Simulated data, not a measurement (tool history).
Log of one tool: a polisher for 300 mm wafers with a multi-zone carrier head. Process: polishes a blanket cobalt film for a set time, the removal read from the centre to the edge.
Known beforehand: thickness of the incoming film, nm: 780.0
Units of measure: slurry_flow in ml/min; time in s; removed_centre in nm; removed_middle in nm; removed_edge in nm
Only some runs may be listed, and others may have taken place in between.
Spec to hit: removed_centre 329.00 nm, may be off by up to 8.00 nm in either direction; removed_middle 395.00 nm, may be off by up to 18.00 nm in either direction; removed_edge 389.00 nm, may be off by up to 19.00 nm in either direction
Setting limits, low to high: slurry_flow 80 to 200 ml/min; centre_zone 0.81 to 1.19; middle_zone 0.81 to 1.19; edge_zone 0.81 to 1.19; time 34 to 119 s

| run | hour | slurry_flow | centre_zone | middle_zone | edge_zone | time | removed_centre | removed_middle | removed_edge |
|---|---|---|---|---|---|---|---|---|---|
| 1 | 0.0 | 130 | 1.00 | 1.00 | 1.00 | 76 | 257.65 | 263.64 | 273.73 |
| 2 | 2.0 | 130 | 1.05 | 1.00 | 1.00 | 76 | 269.78 | 257.18 | 267.50 |
| 3 | 10.8 | 130 | 1.02 | 1.00 | 1.00 | 76 | 259.17 | 258.09 | 266.76 |
| 4 | 13.6 | 135 | 1.01 | 1.02 | 1.03 | 79 | 270.13 | 275.11 | 278.40 |
| 5 | 16.2 | 135 | 0.99 | 1.02 | 1.03 | 84 | 283.23 | 286.85 | 300.87 |
| 6 | 24.2 | 140 | 0.97 | 1.04 | 1.03 | 87 | 290.56 | 305.84 | 310.45 |
| 7 | 26.1 | 140 | 0.95 | 1.05 | 1.04 | 90 | 293.89 | 320.35 | 325.10 |
| 8 | 31.9 | 145 | 0.94 | 1.06 | 1.05 | 92 | 294.55 | 326.95 | 334.95 |
| 9 | 38.2 | 150 | 0.94 | 1.07 | 1.06 | 94 | 308.94 | 343.79 | 341.46 |
| 10 | 46.2 | 150 | 0.93 | 1.08 | 1.07 | 96 | 310.35 | 348.37 | 348.03 |
| 11 | 52.6 | 150 | 0.92 | 1.08 | 1.07 | 98 | 315.74 | 349.82 | 356.72 |
| 12 | 54.4 | 150 | 0.91 | 1.09 | 1.07 | 99 | 317.85 | 352.54 | 369.22 |
| 13 | 62.8 | 155 | 0.90 | 1.11 | 1.07 | 100 | 315.14 | 365.03 | 376.85 |
| 14 | 66.3 | 160 | 0.90 | 1.12 | 1.07 | 100 | 317.23 | 376.61 | 372.72 |
| 15 | 71.3 | 165 | 0.89 | 1.12 | 1.08 | 102 | 321.80 | 381.65 | 379.22 |

Pick the move, out of 5, that brings all results within their allowed miss; only one does.
| A | 76.3 | 180 | 0.89 | 1.17 | 1.05 | 98 | ? | ? | ? |
| B | 76.3 | 140 | 0.88 | 0.96 | 1.13 | 105 | ? | ? | ? |
| C | 76.3 | 200 | 0.97 | 1.19 | 0.96 | 99 | ? | ? | ? |
| D | 76.3 | 115 | 0.91 | 0.98 | 1.03 | 108 | ? | ? | ? |
| E | 76.3 | 160 | 0.88 | 1.13 | 1.06 | 106 | ? | ? | ? |

| move | removed_centre | removed_middle | removed_edge |
|---|---|---|---|
| A | 311.67 | 386.60 | 360.18 |
| B | 315.74 | 362.76 | 389.95 |
| C | 349.06 | 399.53 | 352.10 |
| D | 323.00 | 363.77 | 373.59 |
| E | 326.76 | 403.92 | 386.58 |
A: misses by more than the last run did
B: misses by more than the last run did
C: takes the result that was furthest off past its target
D: the worst result of the last run now meets its target, but another is out of spec
E: all results in spec
The right move is E.
